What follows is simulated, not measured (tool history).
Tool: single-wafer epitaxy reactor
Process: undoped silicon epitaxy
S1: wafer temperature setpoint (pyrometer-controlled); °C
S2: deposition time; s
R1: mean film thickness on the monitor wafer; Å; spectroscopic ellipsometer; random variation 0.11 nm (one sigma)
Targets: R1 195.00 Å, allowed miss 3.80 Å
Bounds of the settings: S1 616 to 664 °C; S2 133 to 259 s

run	hour	S1	S2	R1
1	0.0	640	196	252.17
2	4.7	638	196	246.01
3	7.9	636	196	231.78
4	10.4	636	222	265.76
5	11.2	636	241	285.95
6	15.7	636	259	306.83
7	24.4	633	258	282.94
8	26.0	630	258	263.21
9	33.9	628	258	252.35
10	39.0	626	258	241.77

4 next moves are on the table. One of them brings every result within its allowed miss. Which?
A	44.1	623	234	?
B	44.1	618	252	?
C	44.1	620	254	?
D	44.1	621	227	?

move	R1
A	202.99
B	193.54
C	204.85
D	187.59
A: nearer than the last run, and not there yet
B: meets every target
C: nearer than the last run, and not there yet
D: takes the result that was furthest off past its target
Answer: B
